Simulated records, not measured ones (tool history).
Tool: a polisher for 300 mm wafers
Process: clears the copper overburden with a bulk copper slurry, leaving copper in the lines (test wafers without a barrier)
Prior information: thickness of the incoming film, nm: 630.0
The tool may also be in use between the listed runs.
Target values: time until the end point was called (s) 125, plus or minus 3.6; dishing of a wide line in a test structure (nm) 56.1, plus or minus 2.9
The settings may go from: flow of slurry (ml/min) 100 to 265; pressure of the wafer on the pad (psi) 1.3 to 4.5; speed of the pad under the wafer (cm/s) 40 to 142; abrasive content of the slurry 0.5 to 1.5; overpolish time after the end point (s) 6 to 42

run    day  flow of slurry (ml/min)  pressure of the wafer on the pad (psi)  speed of the pad under the wafer (cm/s)  abrasive content of the slurry  overpolish time after the end point (s)  time until the end point was called (s)  dishing of a wide line in a test structure (nm)
  1      0                      170                                     2.9                                       90                               1                                       21                                   89.509                                           85.421
  2   0.15                      170                                     2.9                                      102                               1                                       21                                    79.04                                           91.222
  3  0.192                      170                                     3.6                                      102                               1                                       21                                   63.569                                           104.85
  4  0.429                      170                                     3.6                                      102                               1                                       30                                     63.2                                           125.59
  5  0.704                      170                                     3.6                                       88                               1                                       30                                   74.972                                           118.93
  6  0.804                      170                                     3.4                                       88                               1                                       27                                    79.02                                           107.54
  7  0.996                      170                                     3.2                                       88                               1                                       25                                   83.668                                            102.5
  8  1.133                      170                                     3.2                                       88                               1                                       25                                    81.57                                           100.92
  9  1.275                      170                                     3.2                                       88                               1                                       25                                   82.455                                           99.294
 10  1.454                      170                                       3                                       88                               1                                       23                                   87.814                                           91.075
 11  1.583                      170                                     2.8                                       88                               1                                       21                                   93.972                                           82.826
 12  1.675                      155                                       2                                       88                               1                                       12                                   131.87                                           42.816
 13  2.008                      195                                     2.1                                       86                               1                                       19                                   127.42                                           61.054
 14  2.108                      185                                     2.1                                       86                               1                                       18                                   125.17                                           59.162

Pick the move, out of 5, that brings all results within their allowed miss; only one does.
  A  2.208                      175                                     2.1                                       88                               1                                       19                                        ?                                                ?
  B  2.208                      225                                     2.3                                       80                             0.9                                       20                                        ?                                                ?
  C  2.208                      150                                       2                                       96                            0.85                                       19                                        ?                                                ?
  D  2.208                      200                                     2.3                                       80                            0.95                                       19                                        ?                                                ?
  E  2.208                      145                                     1.6                                      112                             1.2                                       17                                        ?                                                ?

move  time until the end point was called (s)  dishing of a wide line in a test structure (nm)
   A                                   123.31                                           62.809
   B                                   123.29                                           65.691
   C                                   123.66                                           62.388
   D                                   123.47                                           63.279
   E                                   124.65                                           56.066
A: moves away from the targets compared with the last run
B: moves away from the targets compared with the last run
C: moves away from the targets compared with the last run
D: moves away from the targets compared with the last run
E: every result within its allowed miss
Go with E: it meets all targets.
